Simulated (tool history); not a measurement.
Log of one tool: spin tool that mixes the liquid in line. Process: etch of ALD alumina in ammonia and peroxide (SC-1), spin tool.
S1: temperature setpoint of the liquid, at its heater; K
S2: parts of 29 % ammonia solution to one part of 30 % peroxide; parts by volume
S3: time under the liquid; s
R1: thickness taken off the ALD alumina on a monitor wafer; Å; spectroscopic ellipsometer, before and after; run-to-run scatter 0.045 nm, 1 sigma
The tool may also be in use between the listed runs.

{"run": 1, "hour": 0.0, "S1": 320.15, "S2": 0.7, "S3": 325, "R1": 140.92}
{"run": 2, "hour": 5.5, "S1": 319.15, "S2": 0.7, "S3": 325, "R1": 134.12}
{"run": 3, "hour": 11.5, "S1": 318.15, "S2": 0.7, "S3": 325, "R1": 126.32}
{"run": 4, "hour": 18.8, "S1": 317.65, "S2": 0.7, "S3": 325, "R1": 123.84}
{"run": 5, "hour": 25.1, "S1": 317.15, "S2": 0.7, "S3": 325, "R1": 119.12}
{"run": 6, "hour": 33.2, "S1": 317.15, "S2": 0.45, "S3": 325, "R1": 114.24}
{"run": 7, "hour": 33.7, "S1": 316.65, "S2": 0.45, "S3": 325, "R1": 111.17}
{"run": 8, "hour": 38.0, "S1": 316.15, "S2": 0.45, "S3": 325, "R1": 107.47}
{"run": 9, "hour": 46.7, "S1": 316.15, "S2": 0.45, "S3": 325, "R1": 108.47}
{"run": 10, "hour": 52.4, "S1": 315.65, "S2": 0.45, "S3": 325, "R1": 105.41}

Forecast run 11:
{"run": 11, "hour": 54.0, "S1": 315.15, "S2": 0.45, "S3": 325, "R1": "?"}

R1: 101.32 Å
